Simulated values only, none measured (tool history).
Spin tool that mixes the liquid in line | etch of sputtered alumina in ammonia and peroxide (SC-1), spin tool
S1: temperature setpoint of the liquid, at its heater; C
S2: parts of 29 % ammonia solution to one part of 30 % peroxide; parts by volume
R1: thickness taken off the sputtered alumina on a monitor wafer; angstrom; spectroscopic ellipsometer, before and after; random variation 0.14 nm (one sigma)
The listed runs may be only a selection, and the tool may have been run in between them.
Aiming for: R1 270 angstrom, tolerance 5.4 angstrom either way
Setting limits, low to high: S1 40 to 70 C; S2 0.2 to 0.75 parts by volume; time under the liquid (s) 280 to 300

Run 1, day 0: S1 56 C, S2 0.45 parts by volume, time under the liquid (s) 280. Result: R1 142.96 angstrom.
Run 2, day 0.192: S1 57.5 C, S2 0.45 parts by volume, time under the liquid (s) 280. Result: R1 154.45 angstrom.
Run 3, day 0.538: S1 58.5 C, S2 0.45 parts by volume, time under the liquid (s) 280. Result: R1 162.33 angstrom.
Run 4, day 0.904: S1 58.5 C, S2 0.55 parts by volume, time under the liquid (s) 280. Result: R1 165.77 angstrom.
Run 5, day 1.071: S1 59.5 C, S2 0.55 parts by volume, time under the liquid (s) 280. Result: R1 174.72 angstrom.
Run 6, day 1.217: S1 60.5 C, S2 0.55 parts by volume, time under the liquid (s) 280. Result: R1 182.52 angstrom.
Run 7, day 1.462: S1 61.5 C, S2 0.55 parts by volume, time under the liquid (s) 280. Result: R1 194.21 angstrom.
Run 8, day 1.717: S1 62 C, S2 0.55 parts by volume, time under the liquid (s) 280. Result: R1 195.98 angstrom.
Run 9, day 1.85: S1 62.5 C, S2 0.55 parts by volume, time under the liquid (s) 280. Result: R1 202.87 angstrom.
Run 10, day 2.046: S1 69 C, S2 0.55 parts by volume, time under the liquid (s) 280. Result: R1 280.75 angstrom.

Which single option among these 5 for the next run brings every result within its allowed miss of target? Just one does.
Run A, day 2.242: S1 69.5 C, S2 0.4 parts by volume, time under the liquid (s) 295. Result: R1 ?.
Run B, day 2.242: S1 69 C, S2 0.6 parts by volume, time under the liquid (s) 285. Result: R1 ?.
Run C, day 2.242: S1 70 C, S2 0.55 parts by volume, time under the liquid (s) 280. Result: R1 ?.
Run D, day 2.242: S1 67 C, S2 0.5 parts by volume, time under the liquid (s) 300. Result: R1 ?.
Run E, day 2.242: S1 69.5 C, S2 0.6 parts by volume, time under the liquid (s) 295. Result: R1 ?.

move      R1
   A  292.46
   B  286.55
   C  293.01
   D     269
   E  303.85
A: misses by more than the last run did
B: misses by more than the last run did
C: misses by more than the last run did
D: in spec on every target
E: misses by more than the last run did
Move D is the one to make.

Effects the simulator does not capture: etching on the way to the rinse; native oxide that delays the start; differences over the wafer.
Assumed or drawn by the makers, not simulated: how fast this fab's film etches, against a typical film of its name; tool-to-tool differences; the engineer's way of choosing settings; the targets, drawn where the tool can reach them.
